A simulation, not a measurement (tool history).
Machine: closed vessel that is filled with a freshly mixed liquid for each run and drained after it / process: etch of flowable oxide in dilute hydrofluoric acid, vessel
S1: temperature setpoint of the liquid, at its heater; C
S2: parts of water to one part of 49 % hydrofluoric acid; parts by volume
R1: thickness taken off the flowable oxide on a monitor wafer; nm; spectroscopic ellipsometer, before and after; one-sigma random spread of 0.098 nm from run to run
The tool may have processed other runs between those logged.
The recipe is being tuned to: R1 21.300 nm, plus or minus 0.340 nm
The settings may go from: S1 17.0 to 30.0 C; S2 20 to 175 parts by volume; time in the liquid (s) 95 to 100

{"run": 1, "day": 0.0, "S1": 22.0, "S2": 95, "time in the liquid (s)": 95, "R1": 33.88}
{"run": 2, "day": 0.267, "S1": 22.0, "S2": 95, "time in the liquid (s)": 95, "R1": 34.139}
{"run": 3, "day": 0.375, "S1": 22.0, "S2": 110, "time in the liquid (s)": 95, "R1": 28.82}
{"run": 4, "day": 0.446, "S1": 22.0, "S2": 110, "time in the liquid (s)": 95, "R1": 28.786}
{"run": 5, "day": 0.821, "S1": 22.0, "S2": 140, "time in the liquid (s)": 95, "R1": 22.047}
{"run": 6, "day": 1.075, "S1": 19.0, "S2": 140, "time in the liquid (s)": 95, "R1": 19.388}
{"run": 7, "day": 1.433, "S1": 19.5, "S2": 140, "time in the liquid (s)": 95, "R1": 19.781}
{"run": 8, "day": 1.667, "S1": 20.0, "S2": 140, "time in the liquid (s)": 95, "R1": 20.278}
{"run": 9, "day": 1.808, "S1": 20.5, "S2": 140, "time in the liquid (s)": 95, "R1": 20.616}

4 next moves are on the table. One of them brings every result within its allowed miss. Which?
{"run": "A", "day": 1.95, "S1": 23.0, "S2": 155, "time in the liquid (s)": 100, "R1": "?"}
{"run": "B", "day": 1.95, "S1": 17.5, "S2": 120, "time in the liquid (s)": 95, "R1": "?"}
{"run": "C", "day": 1.95, "S1": 17.0, "S2": 130, "time in the liquid (s)": 100, "R1": "?"}
{"run": "D", "day": 1.95, "S1": 21.0, "S2": 140, "time in the liquid (s)": 100, "R1": "?"}

move=A R1=21.484
move=B R1=21.959
move=C R1=20.689
move=D R1=22.362
A: all results in spec
B: takes the result that was furthest off past its target
C: an improvement on the last run, though not all results are within tolerance
D: takes the result that was furthest off past its target
Answer: A
